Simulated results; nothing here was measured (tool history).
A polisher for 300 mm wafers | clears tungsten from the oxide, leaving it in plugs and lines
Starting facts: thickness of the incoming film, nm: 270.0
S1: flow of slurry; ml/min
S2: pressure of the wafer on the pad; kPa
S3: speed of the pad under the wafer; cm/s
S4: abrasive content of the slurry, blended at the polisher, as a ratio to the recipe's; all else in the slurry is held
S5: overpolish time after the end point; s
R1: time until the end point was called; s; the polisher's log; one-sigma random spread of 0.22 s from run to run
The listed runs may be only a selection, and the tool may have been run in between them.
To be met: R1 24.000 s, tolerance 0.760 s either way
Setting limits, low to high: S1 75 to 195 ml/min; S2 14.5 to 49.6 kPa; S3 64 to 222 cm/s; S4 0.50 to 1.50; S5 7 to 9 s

run,hour,S1,S2,S3,S4,S5,R1
1,0.0,125,31.7,142,1.00,9,31.528
2,8.9,130,32.4,142,1.00,9,31.061
3,11.3,130,33.1,142,1.00,9,30.438
4,13.7,130,36.5,142,1.00,9,27.377
5,18.0,130,36.5,142,1.10,9,27.035
6,24.0,130,36.5,114,1.10,9,31.823
7,28.0,130,37.2,114,1.10,9,32.076
8,30.7,130,37.9,114,1.10,9,31.386

Pick the move, out of 4, that brings all results within their allowed miss; only one does.
A,33.4,100,43.4,164,0.75,9,?
B,33.4,145,35.2,96,0.90,7,?
C,33.4,125,46.9,158,1.10,7,?
D,33.4,150,42.1,142,1.15,9,?

move,R1
A,24.189
B,39.387
C,19.468
D,22.336
A: meets every target
B: lands further from the targets than the last run did
C: the result that was furthest off in the last run now lies on the other side of its target
D: the result that was furthest off in the last run now lies on the other side of its target
Correct choice: A, which meets every target
